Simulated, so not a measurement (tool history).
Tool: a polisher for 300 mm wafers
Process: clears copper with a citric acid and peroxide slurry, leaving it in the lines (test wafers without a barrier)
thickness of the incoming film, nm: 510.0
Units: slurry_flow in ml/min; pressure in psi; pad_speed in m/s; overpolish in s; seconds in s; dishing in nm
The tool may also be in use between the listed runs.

run  hour  slurry_flow  pressure  pad_speed  slurry_solids  overpolish  seconds  dishing
  1     0          255       3.7       1.38              1          14   154.49   36.414
  2   7.3          260       3.2        1.3              1          11   181.57   25.193
  3   8.2          300       2.7       1.18            1.1           9    215.1    17.59
  4  14.7          300       2.7       0.98            1.1           9   250.26   14.703
  5  23.5          300       2.7       0.82            1.1           9   300.56    12.67
  6  26.9          300       2.1       0.82            1.1           9   343.12   11.127
  7    34          330       2.4       0.76            1.2           7   342.47   8.7699
  8  37.9          350         3       0.72            1.3           6   307.23   8.4194
  9  44.8          365       3.5       0.68           1.35           5    292.5   7.4544
 10  49.3          370       3.9       0.66            1.4           5   275.66    7.835

Run 11 comes next. What will it give?
 11  57.2          380       4.2       0.64           1.45           5        ?        ?

{"run 11": {"seconds": 267.21, "dishing": 7.9101}}

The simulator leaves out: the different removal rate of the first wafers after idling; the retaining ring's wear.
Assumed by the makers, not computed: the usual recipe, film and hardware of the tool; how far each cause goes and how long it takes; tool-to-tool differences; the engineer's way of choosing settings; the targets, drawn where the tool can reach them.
